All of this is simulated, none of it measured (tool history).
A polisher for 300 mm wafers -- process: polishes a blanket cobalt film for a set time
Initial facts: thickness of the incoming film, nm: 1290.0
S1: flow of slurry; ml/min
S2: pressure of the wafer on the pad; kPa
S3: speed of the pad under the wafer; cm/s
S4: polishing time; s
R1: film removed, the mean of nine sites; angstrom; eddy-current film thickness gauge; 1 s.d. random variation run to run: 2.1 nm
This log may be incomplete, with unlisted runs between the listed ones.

run,hour,S1,S2,S3,S4,R1
1,0,315,15.2,100,108,5562.7
2,9,315,13.8,96,108,4947.8
3,15.3,315,13.8,106,108,5389.3
4,19.8,315,10.3,106,108,4237.7
5,25.1,315,9.7,100,108,3860.7
6,29.3,315,9,96,108,3441.4
7,33.9,315,9,96,108,3468.7
8,37.6,315,9,94,108,3343.2
9,42.1,315,9,94,108,3432.7
10,46,305,6.9,72,108,2116.9
11,50.3,315,6.9,72,108,2207

Expected results for the next run?
12,59.3,330,6.9,72,108,?

{"run 12": {"R1": 2161.5}}

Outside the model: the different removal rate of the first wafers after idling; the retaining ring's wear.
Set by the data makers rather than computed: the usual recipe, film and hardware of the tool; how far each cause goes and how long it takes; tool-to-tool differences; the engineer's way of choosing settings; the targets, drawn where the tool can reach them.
